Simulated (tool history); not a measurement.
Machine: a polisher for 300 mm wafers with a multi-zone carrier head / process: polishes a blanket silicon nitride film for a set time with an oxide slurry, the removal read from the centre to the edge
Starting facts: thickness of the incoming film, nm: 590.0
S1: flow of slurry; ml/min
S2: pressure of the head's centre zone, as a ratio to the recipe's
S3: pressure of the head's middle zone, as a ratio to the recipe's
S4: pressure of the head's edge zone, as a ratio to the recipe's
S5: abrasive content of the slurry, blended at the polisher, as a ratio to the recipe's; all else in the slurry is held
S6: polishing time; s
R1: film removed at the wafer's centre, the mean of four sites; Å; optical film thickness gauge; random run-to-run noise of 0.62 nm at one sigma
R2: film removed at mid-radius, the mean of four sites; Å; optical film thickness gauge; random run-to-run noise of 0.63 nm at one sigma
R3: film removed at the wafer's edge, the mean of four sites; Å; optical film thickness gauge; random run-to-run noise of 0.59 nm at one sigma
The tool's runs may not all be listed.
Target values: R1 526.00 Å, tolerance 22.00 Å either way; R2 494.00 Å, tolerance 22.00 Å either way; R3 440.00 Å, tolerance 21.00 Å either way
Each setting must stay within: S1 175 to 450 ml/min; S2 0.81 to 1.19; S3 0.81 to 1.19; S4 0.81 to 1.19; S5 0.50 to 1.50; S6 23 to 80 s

Run 1, hour 0.0: S1 290 ml/min, S2 1.00, S3 1.00, S4 1.00, S5 1.00, S6 51 s. Result: R1 340.86 Å, R2 326.21 Å, R3 330.25 Å.
Run 2, hour 7.3: S1 290 ml/min, S2 1.00, S3 1.00, S4 1.00, S5 0.90, S6 51 s. Result: R1 315.97 Å, R2 310.22 Å, R3 320.30 Å.
Run 3, hour 8.6: S1 290 ml/min, S2 1.01, S3 1.02, S4 1.01, S5 1.00, S6 51 s. Result: R1 343.99 Å, R2 332.92 Å, R3 326.73 Å.
Run 4, hour 15.4: S1 290 ml/min, S2 1.01, S3 1.02, S4 1.01, S5 1.10, S6 51 s. Result: R1 351.39 Å, R2 348.82 Å, R3 346.50 Å.
Run 5, hour 22.1: S1 295 ml/min, S2 1.03, S3 1.03, S4 1.01, S5 1.15, S6 52 s. Result: R1 376.32 Å, R2 365.17 Å, R3 358.37 Å.
Run 6, hour 25.7: S1 320 ml/min, S2 1.03, S3 1.03, S4 1.01, S5 1.15, S6 52 s. Result: R1 375.07 Å, R2 364.55 Å, R3 375.40 Å.
Run 7, hour 30.8: S1 310 ml/min, S2 1.05, S3 1.04, S4 1.01, S5 1.20, S6 53 s. Result: R1 400.51 Å, R2 384.59 Å, R3 379.59 Å.
Run 8, hour 39.0: S1 310 ml/min, S2 1.06, S3 1.05, S4 1.01, S5 1.25, S6 53 s. Result: R1 413.04 Å, R2 392.17 Å, R3 387.25 Å.
Run 9, hour 42.6: S1 310 ml/min, S2 1.07, S3 1.06, S4 1.01, S5 1.30, S6 53 s. Result: R1 437.29 Å, R2 408.33 Å, R3 396.54 Å.
Run 10, hour 44.5: S1 310 ml/min, S2 1.08, S3 1.07, S4 1.01, S5 1.35, S6 53 s. Result: R1 436.75 Å, R2 416.01 Å, R3 404.39 Å.
Run 11, hour 45.5: S1 310 ml/min, S2 1.09, S3 1.08, S4 1.01, S5 1.35, S6 53 s. Result: R1 440.21 Å, R2 406.18 Å, R3 394.80 Å.
Run 12, hour 46.3: S1 310 ml/min, S2 1.09, S3 1.09, S4 1.00, S5 1.35, S6 54 s. Result: R1 448.71 Å, R2 427.63 Å, R3 406.19 Å.
At hour 49.9: edge zone pressure recalibrated.
Run 13, hour 49.9: S1 310 ml/min, S2 1.10, S3 1.10, S4 1.00, S5 1.35, S6 54 s. Result: R1 451.61 Å, R2 423.05 Å, R3 392.29 Å.
Run 14, hour 51.7: S1 310 ml/min, S2 1.10, S3 1.11, S4 1.00, S5 1.35, S6 54 s. Result: R1 453.76 Å, R2 422.88 Å, R3 390.52 Å.
Run 15, hour 54.2: S1 310 ml/min, S2 1.10, S3 1.12, S4 1.00, S5 1.35, S6 55 s. Result: R1 476.50 Å, R2 446.13 Å, R3 406.24 Å.

Below are 5 possible settings for the next run. Only one of them brings all results inside the allowed miss of their targets. Which is it?
Run A, hour 56.7: S1 305 ml/min, S2 1.01, S3 1.10, S4 0.99, S5 1.45, S6 57 s. Result: R1 ?, R2 ?, R3 ?.
Run B, hour 56.7: S1 285 ml/min, S2 0.98, S3 1.19, S4 0.90, S5 1.40, S6 58 s. Result: R1 ?, R2 ?, R3 ?.
Run C, hour 56.7: S1 270 ml/min, S2 0.93, S3 1.19, S4 1.02, S5 1.25, S6 61 s. Result: R1 ?, R2 ?, R3 ?.
Run D, hour 56.7: S1 230 ml/min, S2 1.09, S3 1.07, S4 0.86, S5 1.45, S6 64 s. Result: R1 ?, R2 ?, R3 ?.
Run E, hour 56.7: S1 355 ml/min, S2 1.17, S3 1.19, S4 0.92, S5 1.35, S6 57 s. Result: R1 ?, R2 ?, R3 ?.

move      R1      R2      R3
   A  456.14  480.50  416.65
   B  441.03  512.69  397.33
   C  417.26  511.72  421.32
   D  533.32  509.96  427.71
   E  522.56  506.51  395.03
A: lands further from the targets than the last run did
B: lands further from the targets than the last run did
C: lands further from the targets than the last run did
D: meets every target
E: the worst result of the last run now meets its target, but another is out of spec
Correct choice: D, which meets every target
